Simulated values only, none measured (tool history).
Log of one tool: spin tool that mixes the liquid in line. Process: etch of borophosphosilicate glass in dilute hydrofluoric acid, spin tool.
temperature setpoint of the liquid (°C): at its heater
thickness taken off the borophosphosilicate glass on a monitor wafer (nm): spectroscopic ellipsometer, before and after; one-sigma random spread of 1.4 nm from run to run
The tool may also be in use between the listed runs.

run,hour,temperature setpoint of the liquid (°C),parts of water to one part of 49 % hydrofluoric acid (parts by volume),time under the liquid (s),thickness taken off the borophosphosilicate glass on a monitor wafer (nm)
1,0.0,26.0,150,180,65.824
2,8.7,28.5,115,185,101.210
3,16.1,30.0,90,190,145.280
4,22.3,31.0,75,190,185.700
5,25.5,32.0,70,190,207.850
6,26.7,34.0,70,190,224.450
7,28.9,34.0,65,190,242.740
8,34.7,34.0,60,190,265.810
9,36.7,34.0,55,190,291.290

Run 10, settings as shown, results not yet in. Your forecast:
10,44.9,33.5,55,190,?

{"run 10": {"thickness taken off the borophosphosilicate glass on a monitor wafer (nm)": 286.09}}
